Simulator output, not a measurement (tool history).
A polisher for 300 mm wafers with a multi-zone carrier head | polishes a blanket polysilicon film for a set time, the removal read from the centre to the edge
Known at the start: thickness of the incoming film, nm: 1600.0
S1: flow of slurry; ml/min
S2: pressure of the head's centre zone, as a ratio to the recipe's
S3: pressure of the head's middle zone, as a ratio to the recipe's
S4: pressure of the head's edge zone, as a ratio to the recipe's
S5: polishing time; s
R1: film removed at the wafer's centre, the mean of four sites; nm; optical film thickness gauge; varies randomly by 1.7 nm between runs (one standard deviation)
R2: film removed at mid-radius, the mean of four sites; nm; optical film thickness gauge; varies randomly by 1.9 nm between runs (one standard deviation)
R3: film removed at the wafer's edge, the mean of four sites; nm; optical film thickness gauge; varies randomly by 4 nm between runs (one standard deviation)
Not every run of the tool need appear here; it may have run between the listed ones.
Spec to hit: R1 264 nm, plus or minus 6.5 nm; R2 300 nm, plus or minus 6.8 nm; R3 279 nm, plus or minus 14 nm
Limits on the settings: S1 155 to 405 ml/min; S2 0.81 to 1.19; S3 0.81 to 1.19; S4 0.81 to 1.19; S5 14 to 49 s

run 1 hour=0 | S1=260 S2=1 S3=1 S4=1 S5=31 | R1=363.27 R2=369.5 R3=380.41
run 2 hour=6.9 | S1=260 S2=0.97 S3=1 S4=0.95 S5=29 | R1=331.96 R2=342.38 R3=355.19
run 3 hour=9.5 | S1=260 S2=0.96 S3=1.03 S4=0.92 S5=27 | R1=305.65 R2=329.15 R3=325.62
run 4 hour=16 | S1=255 S2=0.95 S3=1.04 S4=0.89 S5=26 | R1=290.35 R2=322.28 R3=299.36
run 5 hour=22.4 | S1=255 S2=0.95 S3=1.04 S4=0.89 S5=31 | R1=347.27 R2=384.69 R3=355.31
run 6 hour=24.3 | S1=230 S2=0.95 S3=1.04 S4=0.89 S5=31 | R1=343.18 R2=378.18 R3=353.79
run 7 hour=27.1 | S1=230 S2=0.94 S3=1.03 S4=0.87 S5=29 | R1=316.07 R2=349.75 R3=333.27
run 8 hour=33.9 | S1=245 S2=0.93 S3=1.03 S4=0.86 S5=28 | R1=306.62 R2=343.75 R3=313.96
run 9 hour=35.6 | S1=265 S2=0.83 S3=0.93 S4=0.81 S5=25 | R1=246.11 R2=282.52 R3=274.66
run 10 hour=44.1 | S1=280 S2=0.84 S3=0.94 S4=0.81 S5=25 | R1=251.01 R2=285.06 R3=280.29
run 11 hour=50 | S1=280 S2=0.84 S3=0.94 S4=0.81 S5=25 | R1=248.83 R2=287.93 R3=277.87
run 12 hour=58 | S1=290 S2=0.86 S3=0.95 S4=0.81 S5=25 | R1=256.49 R2=287.14 R3=280.18
run 13 hour=63.4 | S1=290 S2=0.87 S3=0.96 S4=0.81 S5=25 | R1=258.19 R2=290.89 R3=282.38

5 candidate next runs follow, results not yet known. Just one meets every target within its allowed miss. Identify it.
run A hour=68.8 | S1=285 S2=0.87 S3=0.92 S4=0.84 S5=25 | R1=? R2=? R3=?
run B hour=68.8 | S1=295 S2=0.89 S3=1 S4=0.81 S5=25 | R1=? R2=? R3=?
run C hour=68.8 | S1=325 S2=0.82 S3=0.92 S4=0.88 S5=27 | R1=? R2=? R3=?
run D hour=68.8 | S1=285 S2=0.85 S3=0.96 S4=0.93 S5=26 | R1=? R2=? R3=?
run E hour=68.8 | S1=255 S2=0.87 S3=0.91 S4=0.85 S5=25 | R1=? R2=? R3=?

move=A R1=257.21 R2=283.39 R3=278.73
move=B R1=264.29 R2=304.91 R3=274.71
move=C R1=265.21 R2=309.86 R3=310.25
move=D R1=261.37 R2=305.39 R3=303.45
move=E R1=253.96 R2=277.62 R3=277.82
A: further off than the last run
B: every result lands within tolerance
C: takes the result that was furthest off past its target
D: the worst result of the last run now meets its target, but another is out of spec
E: further off than the last run
So the answer is move B, the one that meets all the targets.
